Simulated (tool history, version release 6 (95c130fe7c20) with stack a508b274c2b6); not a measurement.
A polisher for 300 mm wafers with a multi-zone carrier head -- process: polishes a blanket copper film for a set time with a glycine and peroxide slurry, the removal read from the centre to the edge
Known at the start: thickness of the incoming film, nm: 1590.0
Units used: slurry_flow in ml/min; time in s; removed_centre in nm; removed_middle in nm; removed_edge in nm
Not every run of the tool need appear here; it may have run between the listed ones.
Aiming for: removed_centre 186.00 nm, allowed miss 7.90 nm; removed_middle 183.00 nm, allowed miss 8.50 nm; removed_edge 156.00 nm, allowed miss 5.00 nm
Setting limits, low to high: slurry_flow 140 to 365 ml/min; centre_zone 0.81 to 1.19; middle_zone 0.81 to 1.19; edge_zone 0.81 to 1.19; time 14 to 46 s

run,hour,slurry_flow,centre_zone,middle_zone,edge_zone,time,removed_centre,removed_middle,removed_edge
1,0.0,235,1.00,1.00,1.00,30,182.31,178.14,181.43
2,1.6,235,1.00,1.08,1.00,30,182.30,188.16,180.56
3,3.2,235,1.01,1.09,0.97,30,182.91,192.54,179.22
4,7.9,235,1.09,1.09,0.97,30,198.59,192.61,178.91
5,13.1,235,1.09,1.09,1.04,30,197.51,189.42,179.68
6,19.3,235,1.09,1.09,1.04,27,179.29,172.71,165.54
7,28.0,235,1.10,1.11,1.03,27,180.64,174.94,162.96
8,33.3,235,1.11,1.12,1.02,27,179.82,174.04,160.74
9,35.7,235,1.12,1.13,1.01,27,180.52,177.20,164.31
10,44.6,245,1.13,1.14,0.98,27,187.43,179.39,158.93
11,50.8,245,1.13,1.15,0.98,27,182.85,183.76,158.73
12,56.0,245,1.13,1.15,0.98,27,183.31,183.07,160.59

Consider the 5 candidate settings below. Which is the only one whose results all fall within their allowed miss of target?
A,61.2,245,1.07,1.08,0.93,29,?,?,?
B,61.2,290,1.17,1.19,0.96,26,?,?,?
C,61.2,235,1.11,1.15,0.98,28,?,?,?
D,61.2,220,1.15,1.12,0.99,28,?,?,?
E,61.2,240,1.07,1.13,1.00,29,?,?,?

move,removed_centre,removed_middle,removed_edge
A,187.26,181.29,167.63
B,184.84,178.84,153.79
C,186.35,184.09,165.34
D,191.30,178.98,165.57
E,186.99,188.14,173.18
A: misses by more than the last run did
B: every result within its allowed miss
C: misses by more than the last run did
D: misses by more than the last run did
E: misses by more than the last run did
B meets every target.
